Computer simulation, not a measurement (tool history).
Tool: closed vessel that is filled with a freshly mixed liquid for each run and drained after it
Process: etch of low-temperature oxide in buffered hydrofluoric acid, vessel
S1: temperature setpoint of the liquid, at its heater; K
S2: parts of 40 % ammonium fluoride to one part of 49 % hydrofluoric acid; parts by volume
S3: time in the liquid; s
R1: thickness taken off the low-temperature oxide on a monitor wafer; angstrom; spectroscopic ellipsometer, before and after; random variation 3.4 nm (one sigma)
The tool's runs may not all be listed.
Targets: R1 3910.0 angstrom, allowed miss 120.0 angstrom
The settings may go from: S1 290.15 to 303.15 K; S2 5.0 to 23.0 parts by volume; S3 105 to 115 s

run 1 hour=0.0 | S1=295.15 S2=14.0 S3=105 | R1=2303.0
run 2 hour=3.9 | S1=296.65 S2=13.5 S3=105 | R1=2607.6
run 3 hour=8.2 | S1=296.65 S2=13.5 S3=105 | R1=2599.4
run 4 hour=17.2 | S1=298.65 S2=13.5 S3=105 | R1=2920.0
run 5 hour=21.7 | S1=299.65 S2=13.5 S3=105 | R1=3103.5
run 6 hour=28.7 | S1=299.65 S2=15.5 S3=105 | R1=2707.6
run 7 hour=34.0 | S1=300.15 S2=15.0 S3=105 | R1=2879.0
run 8 hour=35.0 | S1=300.65 S2=14.5 S3=105 | R1=2984.6
run 9 hour=43.4 | S1=300.65 S2=14.5 S3=105 | R1=3023.0
run 10 hour=49.0 | S1=301.15 S2=14.0 S3=105 | R1=3214.6

Which of these 4 next moves meets every target?
run A hour=54.6 | S1=302.15 S2=13.5 S3=115 | R1=?
run B hour=54.6 | S1=302.15 S2=14.0 S3=110 | R1=?
run C hour=54.6 | S1=302.15 S2=14.5 S3=115 | R1=?
run D hour=54.6 | S1=300.65 S2=12.5 S3=110 | R1=?

move=A R1=3861.2
move=B R1=3564.2
move=C R1=3600.2
move=D R1=3677.2
A: meets every target
B: nearer than the last run, and not there yet
C: nearer than the last run, and not there yet
D: nearer than the last run, and not there yet
Move A is the one to make.
